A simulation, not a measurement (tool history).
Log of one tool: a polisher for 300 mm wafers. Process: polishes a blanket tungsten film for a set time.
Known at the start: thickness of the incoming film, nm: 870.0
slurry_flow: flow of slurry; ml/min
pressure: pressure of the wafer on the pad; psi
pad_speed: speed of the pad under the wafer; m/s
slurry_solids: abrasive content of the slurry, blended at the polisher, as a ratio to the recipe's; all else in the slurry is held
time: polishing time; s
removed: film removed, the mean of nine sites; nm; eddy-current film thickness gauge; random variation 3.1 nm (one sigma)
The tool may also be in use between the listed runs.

run 1 day=0 | slurry_flow=155 pressure=2.7 pad_speed=1.3 slurry_solids=1 time=49 | removed=172.86
run 2 day=0.1 | slurry_flow=155 pressure=2.7 pad_speed=1.3 slurry_solids=1.15 time=49 | removed=182.89
run 3 day=0.254 | slurry_flow=160 pressure=3.1 pad_speed=1.3 slurry_solids=1.15 time=49 | removed=197.01
run 4 day=0.292 | slurry_flow=160 pressure=3.4 pad_speed=1.38 slurry_solids=1.15 time=49 | removed=223.01
run 5 day=0.471 | slurry_flow=160 pressure=3.4 pad_speed=1.38 slurry_solids=1.15 time=45 | removed=208.26
run 6 day=0.804 | slurry_flow=160 pressure=3.4 pad_speed=1.38 slurry_solids=1.15 time=45 | removed=208.69
run 7 day=0.983 | slurry_flow=160 pressure=3.6 pad_speed=1.46 slurry_solids=1.15 time=45 | removed=229.57
run 8 day=1.254 | slurry_flow=180 pressure=4.1 pad_speed=1.62 slurry_solids=1.15 time=45 | removed=279.67
run 9 day=1.4 | slurry_flow=180 pressure=4.1 pad_speed=1.66 slurry_solids=1.15 time=45 | removed=288.41

Run 10 comes next. What will it give?
run 10 day=1.721 | slurry_flow=180 pressure=4.1 pad_speed=1.68 slurry_solids=1.15 time=45 | removed=?

Run 10 gave removed 283.5 nm.
